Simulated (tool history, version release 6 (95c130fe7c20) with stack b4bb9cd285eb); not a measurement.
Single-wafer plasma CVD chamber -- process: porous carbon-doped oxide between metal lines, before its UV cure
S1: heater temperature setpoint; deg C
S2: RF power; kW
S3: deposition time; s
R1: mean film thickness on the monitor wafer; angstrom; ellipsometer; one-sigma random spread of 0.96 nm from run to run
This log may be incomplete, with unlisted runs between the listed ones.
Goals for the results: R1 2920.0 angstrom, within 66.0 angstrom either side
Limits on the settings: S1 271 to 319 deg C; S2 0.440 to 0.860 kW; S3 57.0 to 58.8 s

{"run": 1, "hour": 0.0, "S1": 295, "S2": 0.65, "S3": 57.0, "R1": 3624.6}
{"run": 2, "hour": 8.6, "S1": 288, "S2": 0.65, "S3": 57.0, "R1": 3822.6}
{"run": 3, "hour": 16.8, "S1": 291, "S2": 0.64, "S3": 57.0, "R1": 3717.3}
{"run": 4, "hour": 25.7, "S1": 291, "S2": 0.55, "S3": 57.0, "R1": 3281.6}
{"run": 5, "hour": 29.9, "S1": 292, "S2": 0.55, "S3": 57.0, "R1": 3284.3}
{"run": 6, "hour": 37.7, "S1": 292, "S2": 0.46, "S3": 57.0, "R1": 2827.1}
{"run": 7, "hour": 45.4, "S1": 292, "S2": 0.46, "S3": 57.0, "R1": 2804.7}
{"run": 8, "hour": 46.2, "S1": 291, "S2": 0.46, "S3": 57.0, "R1": 2839.7}

Next run, 4 choices. One meets every target within its allowed miss, the rest don't. Which?
{"run": "A", "hour": 47.0, "S1": 291, "S2": 0.44, "S3": 57.0, "R1": "?"}
{"run": "B", "hour": 47.0, "S1": 288, "S2": 0.45, "S3": 58.3, "R1": "?"}
{"run": "C", "hour": 47.0, "S1": 292, "S2": 0.44, "S3": 57.0, "R1": "?"}
{"run": "D", "hour": 47.0, "S1": 290, "S2": 0.44, "S3": 58.2, "R1": "?"}

move=A R1=2722.8
move=B R1=2903.8
move=C R1=2704.5
move=D R1=2798.4
A: further off than the last run
B: hits every target within its allowed miss
C: further off than the last run
D: further off than the last run
The move that meets every target is B.
